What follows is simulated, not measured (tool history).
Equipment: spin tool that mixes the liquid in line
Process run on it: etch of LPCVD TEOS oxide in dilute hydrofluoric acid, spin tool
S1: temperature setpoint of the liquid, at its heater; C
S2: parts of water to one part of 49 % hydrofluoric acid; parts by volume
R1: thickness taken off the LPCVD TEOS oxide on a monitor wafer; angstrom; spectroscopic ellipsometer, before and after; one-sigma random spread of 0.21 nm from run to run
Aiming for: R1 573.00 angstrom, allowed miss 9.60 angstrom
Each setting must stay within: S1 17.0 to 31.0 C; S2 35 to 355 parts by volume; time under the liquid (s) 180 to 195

run 1 hour=0.0 | S1=23.0 S2=195 time_under_the_liquid_(s)=180 | R1=344.12
run 2 hour=6.8 | S1=23.0 S2=240 time_under_the_liquid_(s)=180 | R1=268.12
run 3 hour=7.4 | S1=26.0 S2=240 time_under_the_liquid_(s)=180 | R1=298.19
run 4 hour=15.8 | S1=26.0 S2=240 time_under_the_liquid_(s)=180 | R1=296.28
run 5 hour=17.0 | S1=26.0 S2=300 time_under_the_liquid_(s)=180 | R1=226.50
run 6 hour=17.7 | S1=26.0 S2=300 time_under_the_liquid_(s)=195 | R1=245.91
run 7 hour=25.7 | S1=30.0 S2=220 time_under_the_liquid_(s)=195 | R1=415.17
run 8 hour=29.5 | S1=30.0 S2=205 time_under_the_liquid_(s)=195 | R1=452.40
run 9 hour=31.6 | S1=30.0 S2=195 time_under_the_liquid_(s)=195 | R1=484.25
-- hour=38.0 hydrofluoric acid flow meter replaced
run 10 hour=38.0 | S1=30.0 S2=190 time_under_the_liquid_(s)=195 | R1=431.50
run 11 hour=46.9 | S1=30.0 S2=170 time_under_the_liquid_(s)=195 | R1=495.81
run 12 hour=48.2 | S1=30.0 S2=165 time_under_the_liquid_(s)=195 | R1=514.74
run 13 hour=49.4 | S1=30.0 S2=160 time_under_the_liquid_(s)=195 | R1=534.99

Which of these 4 next moves meets every target?
run A hour=50.6 | S1=29.0 S2=150 time_under_the_liquid_(s)=195 | R1=?
run B hour=50.6 | S1=28.5 S2=145 time_under_the_liquid_(s)=195 | R1=?
run C hour=50.6 | S1=30.5 S2=155 time_under_the_liquid_(s)=190 | R1=?
run D hour=50.6 | S1=30.5 S2=165 time_under_the_liquid_(s)=180 | R1=?

move=A R1=558.89
move=B R1=571.35
move=C R1=552.61
move=D R1=485.41
A: nearer the targets than the last run, but a result is still out of spec
B: every result lands within tolerance
C: nearer the targets than the last run, but a result is still out of spec
D: the biggest miss grows against the last run
So the answer is move B, the one that meets all the targets.

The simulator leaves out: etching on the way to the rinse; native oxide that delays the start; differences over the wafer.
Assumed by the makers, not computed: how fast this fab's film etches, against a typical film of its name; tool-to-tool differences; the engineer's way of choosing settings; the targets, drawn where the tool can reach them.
